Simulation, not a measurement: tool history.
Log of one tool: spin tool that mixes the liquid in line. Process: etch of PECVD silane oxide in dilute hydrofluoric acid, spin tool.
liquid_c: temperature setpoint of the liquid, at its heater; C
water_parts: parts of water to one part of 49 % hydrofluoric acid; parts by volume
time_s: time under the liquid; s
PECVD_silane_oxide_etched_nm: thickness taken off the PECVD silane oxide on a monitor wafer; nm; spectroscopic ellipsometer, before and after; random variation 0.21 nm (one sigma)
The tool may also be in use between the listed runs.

| run | day | liquid_c | water_parts | time_s | PECVD_silane_oxide_etched_nm |
|---|---|---|---|---|---|
| 1 | 0.000 | 22.0 | 125 | 195 | 26.343 |
| 2 | 0.312 | 24.5 | 125 | 195 | 29.133 |
| 3 | 0.388 | 24.5 | 125 | 195 | 29.289 |
| 4 | 0.421 | 24.0 | 125 | 195 | 28.456 |
| 5 | 0.633 | 24.0 | 90 | 195 | 41.789 |
| 6 | 0.775 | 24.0 | 90 | 210 | 45.903 |

Forecast run 7:
| 7 | 0.867 | 23.5 | 95 | 210 | ? |

PECVD_silane_oxide_etched_nm: 42.396 nm
